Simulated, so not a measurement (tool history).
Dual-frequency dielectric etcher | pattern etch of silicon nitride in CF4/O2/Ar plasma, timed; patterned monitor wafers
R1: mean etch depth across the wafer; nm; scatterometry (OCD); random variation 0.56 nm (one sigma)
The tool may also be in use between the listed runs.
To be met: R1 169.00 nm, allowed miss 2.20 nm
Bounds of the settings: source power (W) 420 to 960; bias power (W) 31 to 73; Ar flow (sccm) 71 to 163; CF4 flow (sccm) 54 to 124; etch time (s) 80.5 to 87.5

{"run": 1, "hour": 0.0, "source power (W)": 690, "bias power (W)": 52, "Ar flow (sccm)": 117, "CF4 flow (sccm)": 89, "etch time (s)": 87.5, "R1": 199.16}
{"run": 2, "hour": 0.9, "source power (W)": 680, "bias power (W)": 52, "Ar flow (sccm)": 117, "CF4 flow (sccm)": 89, "etch time (s)": 87.5, "R1": 196.2}
{"run": 3, "hour": 8.1, "source power (W)": 800, "bias power (W)": 52, "Ar flow (sccm)": 117, "CF4 flow (sccm)": 89, "etch time (s)": 87.5, "R1": 226.58}
{"run": 4, "hour": 12.9, "source power (W)": 700, "bias power (W)": 52, "Ar flow (sccm)": 117, "CF4 flow (sccm)": 89, "etch time (s)": 87.5, "R1": 200.78}
{"run": 5, "hour": 14.9, "source power (W)": 680, "bias power (W)": 52, "Ar flow (sccm)": 117, "CF4 flow (sccm)": 89, "etch time (s)": 87.5, "R1": 195.84}
{"run": 6, "hour": 18.8, "source power (W)": 770, "bias power (W)": 52, "Ar flow (sccm)": 117, "CF4 flow (sccm)": 89, "etch time (s)": 87.5, "R1": 217.77}
{"run": 7, "hour": 24.6, "source power (W)": 750, "bias power (W)": 52, "Ar flow (sccm)": 117, "CF4 flow (sccm)": 89, "etch time (s)": 87.5, "R1": 213.1}
{"run": 8, "hour": 29.8, "source power (W)": 730, "bias power (W)": 52, "Ar flow (sccm)": 117, "CF4 flow (sccm)": 89, "etch time (s)": 87.5, "R1": 207.21}
{"run": 9, "hour": 32.2, "source power (W)": 710, "bias power (W)": 52, "Ar flow (sccm)": 117, "CF4 flow (sccm)": 89, "etch time (s)": 87.5, "R1": 202.64}
{"hour": 38.2, "done": "Ar flow controller replaced"}
{"run": 10, "hour": 38.2, "source power (W)": 690, "bias power (W)": 52, "Ar flow (sccm)": 117, "CF4 flow (sccm)": 89, "etch time (s)": 87.5, "R1": 197.8}
{"run": 11, "hour": 43.0, "source power (W)": 680, "bias power (W)": 52, "Ar flow (sccm)": 117, "CF4 flow (sccm)": 89, "etch time (s)": 87.5, "R1": 196.48}
{"run": 12, "hour": 47.6, "source power (W)": 670, "bias power (W)": 52, "Ar flow (sccm)": 117, "CF4 flow (sccm)": 89, "etch time (s)": 87.5, "R1": 191.22}
{"run": 13, "hour": 54.8, "source power (W)": 560, "bias power (W)": 52, "Ar flow (sccm)": 117, "CF4 flow (sccm)": 89, "etch time (s)": 87.5, "R1": 165.86}

5 next moves are on the table. One of them brings every result within its allowed miss. Which?
{"run": "A", "hour": 62.0, "source power (W)": 540, "bias power (W)": 61, "Ar flow (sccm)": 134, "CF4 flow (sccm)": 81, "etch time (s)": 87.0, "R1": "?"}
{"run": "B", "hour": 62.0, "source power (W)": 550, "bias power (W)": 51, "Ar flow (sccm)": 107, "CF4 flow (sccm)": 91, "etch time (s)": 87.5, "R1": "?"}
{"run": "C", "hour": 62.0, "source power (W)": 610, "bias power (W)": 49, "Ar flow (sccm)": 114, "CF4 flow (sccm)": 90, "etch time (s)": 80.5, "R1": "?"}
{"run": "D", "hour": 62.0, "source power (W)": 630, "bias power (W)": 47, "Ar flow (sccm)": 92, "CF4 flow (sccm)": 77, "etch time (s)": 81.5, "R1": "?"}
{"run": "E", "hour": 62.0, "source power (W)": 550, "bias power (W)": 54, "Ar flow (sccm)": 108, "CF4 flow (sccm)": 78, "etch time (s)": 87.0, "R1": "?"}

move=A R1=163.38
move=B R1=164.60
move=C R1=161.90
move=D R1=168.66
move=E R1=163.78
A: further off than the last run
B: further off than the last run
C: further off than the last run
D: meets every target
E: further off than the last run
The right move is D.

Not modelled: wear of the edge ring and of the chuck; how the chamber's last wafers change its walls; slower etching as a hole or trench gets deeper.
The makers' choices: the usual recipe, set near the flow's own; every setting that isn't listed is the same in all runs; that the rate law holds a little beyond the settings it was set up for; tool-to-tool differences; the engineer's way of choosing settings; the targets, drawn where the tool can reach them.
